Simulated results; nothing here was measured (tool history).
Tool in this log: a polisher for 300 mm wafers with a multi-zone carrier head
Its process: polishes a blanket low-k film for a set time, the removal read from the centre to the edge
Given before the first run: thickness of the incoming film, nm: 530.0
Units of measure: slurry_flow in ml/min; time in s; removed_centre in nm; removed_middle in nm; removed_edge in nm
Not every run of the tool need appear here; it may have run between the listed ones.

run 1 day=0.000 | slurry_flow=210 centre_zone=1.00 middle_zone=1.00 edge_zone=1.00 slurry_solids=1.00 time=34 | removed_centre=6.3936 removed_middle=6.5209 removed_edge=6.4924
run 2 day=0.146 | slurry_flow=185 centre_zone=1.00 middle_zone=1.00 edge_zone=1.00 slurry_solids=1.00 time=34 | removed_centre=6.2120 removed_middle=6.2878 removed_edge=6.4281
run 3 day=0.500 | slurry_flow=185 centre_zone=1.09 middle_zone=1.00 edge_zone=1.00 slurry_solids=1.00 time=34 | removed_centre=6.8563 removed_middle=6.2890 removed_edge=6.4058
run 4 day=0.671 | slurry_flow=185 centre_zone=1.09 middle_zone=1.00 edge_zone=0.97 slurry_solids=1.00 time=34 | removed_centre=6.8474 removed_middle=6.3838 removed_edge=6.3500
run 5 day=0.933 | slurry_flow=190 centre_zone=1.07 middle_zone=1.02 edge_zone=1.01 slurry_solids=1.10 time=34 | removed_centre=6.9924 removed_middle=6.6322 removed_edge=6.6902
run 6 day=1.129 | slurry_flow=200 centre_zone=1.05 middle_zone=1.04 edge_zone=1.04 slurry_solids=1.20 time=35 | removed_centre=7.3553 removed_middle=7.2060 removed_edge=7.3743
run 7 day=1.229 | slurry_flow=215 centre_zone=1.04 middle_zone=1.06 edge_zone=1.06 slurry_solids=1.25 time=35 | removed_centre=7.3744 removed_middle=7.6317 removed_edge=7.4832
run 8 day=1.408 | slurry_flow=220 centre_zone=1.04 middle_zone=1.06 edge_zone=1.08 slurry_solids=1.30 time=35 | removed_centre=7.5025 removed_middle=7.7538 removed_edge=7.6857
run 9 day=1.500 | slurry_flow=220 centre_zone=1.04 middle_zone=1.06 edge_zone=1.09 slurry_solids=1.35 time=35 | removed_centre=7.6904 removed_middle=7.8526 removed_edge=7.8008
run 10 day=1.612 | slurry_flow=220 centre_zone=1.03 middle_zone=1.06 edge_zone=1.11 slurry_solids=1.40 time=36 | removed_centre=7.8836 removed_middle=8.1430 removed_edge=8.0627

Forecast run 11:
run 11 day=1.712 | slurry_flow=230 centre_zone=1.02 middle_zone=1.06 edge_zone=1.13 slurry_solids=1.40 time=37 | removed_centre=? removed_middle=? removed_edge=?

Run 11 gave removed_centre 8.1673 nm, removed_middle 8.4136 nm, removed_edge 8.5051 nm.
